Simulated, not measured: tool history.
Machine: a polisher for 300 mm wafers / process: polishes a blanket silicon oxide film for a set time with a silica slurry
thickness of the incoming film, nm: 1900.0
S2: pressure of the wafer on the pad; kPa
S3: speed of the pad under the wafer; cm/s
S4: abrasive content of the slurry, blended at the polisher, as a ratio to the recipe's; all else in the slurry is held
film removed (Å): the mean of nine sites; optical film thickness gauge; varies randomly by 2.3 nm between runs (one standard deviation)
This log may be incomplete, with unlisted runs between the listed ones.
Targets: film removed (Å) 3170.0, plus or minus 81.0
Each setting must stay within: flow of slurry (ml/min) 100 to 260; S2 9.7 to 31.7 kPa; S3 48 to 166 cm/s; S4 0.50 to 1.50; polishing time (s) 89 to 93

{"run": 1, "hour": 0.0, "flow of slurry (ml/min)": 165, "S2": 20.7, "S3": 106, "S4": 1.0, "polishing time (s)": 89, "film removed (Å)": 2250.9}
{"run": 2, "hour": 3.2, "flow of slurry (ml/min)": 170, "S2": 21.4, "S3": 106, "S4": 1.0, "polishing time (s)": 89, "film removed (Å)": 2343.7}
{"run": 3, "hour": 5.5, "flow of slurry (ml/min)": 175, "S2": 22.1, "S3": 106, "S4": 1.0, "polishing time (s)": 89, "film removed (Å)": 2438.7}
{"run": 4, "hour": 7.9, "flow of slurry (ml/min)": 180, "S2": 22.8, "S3": 106, "S4": 1.0, "polishing time (s)": 89, "film removed (Å)": 2551.4}
{"run": 5, "hour": 16.6, "flow of slurry (ml/min)": 185, "S2": 23.4, "S3": 106, "S4": 1.0, "polishing time (s)": 89, "film removed (Å)": 2583.9}
{"run": 6, "hour": 21.9, "flow of slurry (ml/min)": 185, "S2": 23.4, "S3": 106, "S4": 1.0, "polishing time (s)": 89, "film removed (Å)": 2603.7}
{"run": 7, "hour": 27.3, "flow of slurry (ml/min)": 185, "S2": 24.1, "S3": 106, "S4": 1.0, "polishing time (s)": 89, "film removed (Å)": 2679.9}
{"run": 8, "hour": 35.4, "flow of slurry (ml/min)": 190, "S2": 24.8, "S3": 106, "S4": 1.0, "polishing time (s)": 89, "film removed (Å)": 2750.2}
{"run": 9, "hour": 42.1, "flow of slurry (ml/min)": 190, "S2": 25.5, "S3": 106, "S4": 1.0, "polishing time (s)": 89, "film removed (Å)": 2853.5}
{"run": 10, "hour": 48.2, "flow of slurry (ml/min)": 195, "S2": 25.5, "S3": 106, "S4": 1.0, "polishing time (s)": 89, "film removed (Å)": 2829.2}
{"run": 11, "hour": 52.6, "flow of slurry (ml/min)": 195, "S2": 26.2, "S3": 106, "S4": 1.0, "polishing time (s)": 89, "film removed (Å)": 2918.5}
{"run": 12, "hour": 59.9, "flow of slurry (ml/min)": 200, "S2": 27.6, "S3": 106, "S4": 1.0, "polishing time (s)": 89, "film removed (Å)": 3082.1}
{"run": 13, "hour": 68.7, "flow of slurry (ml/min)": 205, "S2": 27.6, "S3": 106, "S4": 1.0, "polishing time (s)": 89, "film removed (Å)": 3069.9}

Pick the move, out of 4, that brings all results within their allowed miss; only one does.
{"run": "A", "hour": 77.5, "flow of slurry (ml/min)": 220, "S2": 24.8, "S3": 120, "S4": 0.95, "polishing time (s)": 90, "film removed (Å)": "?"}
{"run": "B", "hour": 77.5, "flow of slurry (ml/min)": 195, "S2": 31.0, "S3": 92, "S4": 1.15, "polishing time (s)": 90, "film removed (Å)": "?"}
{"run": "C", "hour": 77.5, "flow of slurry (ml/min)": 200, "S2": 28.3, "S3": 100, "S4": 1.0, "polishing time (s)": 92, "film removed (Å)": "?"}
{"run": "D", "hour": 77.5, "flow of slurry (ml/min)": 200, "S2": 28.3, "S3": 134, "S4": 0.85, "polishing time (s)": 91, "film removed (Å)": "?"}

move=A film_removed_(Å)=2982.5
move=B film_removed_(Å)=3404.6
move=C film_removed_(Å)=3148.6
move=D film_removed_(Å)=3432.7
A: misses by more than the last run did
B: pushes the last run's worst result past its target
C: every result within its allowed miss
D: pushes the last run's worst result past its target
Answer: C

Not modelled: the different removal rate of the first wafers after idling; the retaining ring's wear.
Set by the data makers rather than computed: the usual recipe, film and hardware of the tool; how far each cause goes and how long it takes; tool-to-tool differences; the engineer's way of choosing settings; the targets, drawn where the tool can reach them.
